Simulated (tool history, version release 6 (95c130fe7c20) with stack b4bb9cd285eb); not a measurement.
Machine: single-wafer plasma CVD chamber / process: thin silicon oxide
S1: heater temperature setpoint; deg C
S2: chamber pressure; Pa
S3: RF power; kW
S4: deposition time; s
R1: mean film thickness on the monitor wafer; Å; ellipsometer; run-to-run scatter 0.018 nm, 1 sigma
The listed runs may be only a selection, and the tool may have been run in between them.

{"run": 1, "hour": 0.0, "S1": 400, "S2": 123.6, "S3": 0.245, "S4": 6.34, "R1": 118.16}
{"run": 2, "hour": 2.8, "S1": 400, "S2": 112.1, "S3": 0.245, "S4": 6.34, "R1": 107.05}
{"run": 3, "hour": 5.2, "S1": 400, "S2": 100.1, "S3": 0.245, "S4": 6.34, "R1": 94.331}
{"run": 4, "hour": 13.7, "S1": 408, "S2": 100.1, "S3": 0.245, "S4": 6.34, "R1": 93.613}
{"run": 5, "hour": 16.9, "S1": 409, "S2": 99.5, "S3": 0.245, "S4": 6.34, "R1": 92.927}
{"run": 6, "hour": 25.5, "S1": 409, "S2": 112.8, "S3": 0.245, "S4": 6.34, "R1": 107.18}
{"run": 7, "hour": 27.0, "S1": 409, "S2": 92.7, "S3": 0.245, "S4": 6.34, "R1": 85.217}
{"run": 8, "hour": 32.4, "S1": 407, "S2": 94.1, "S3": 0.245, "S4": 6.34, "R1": 87.0}
{"run": 9, "hour": 36.9, "S1": 407, "S2": 95.3, "S3": 0.245, "S4": 6.34, "R1": 88.292}
{"run": 10, "hour": 44.8, "S1": 407, "S2": 96.1, "S3": 0.245, "S4": 6.34, "R1": 89.39}

Predict the results of run 11:
{"run": 11, "hour": 49.8, "S1": 407, "S2": 99.1, "S3": 0.245, "S4": 6.34, "R1": "?"}

Run 11 measured R1 92.773 Å.

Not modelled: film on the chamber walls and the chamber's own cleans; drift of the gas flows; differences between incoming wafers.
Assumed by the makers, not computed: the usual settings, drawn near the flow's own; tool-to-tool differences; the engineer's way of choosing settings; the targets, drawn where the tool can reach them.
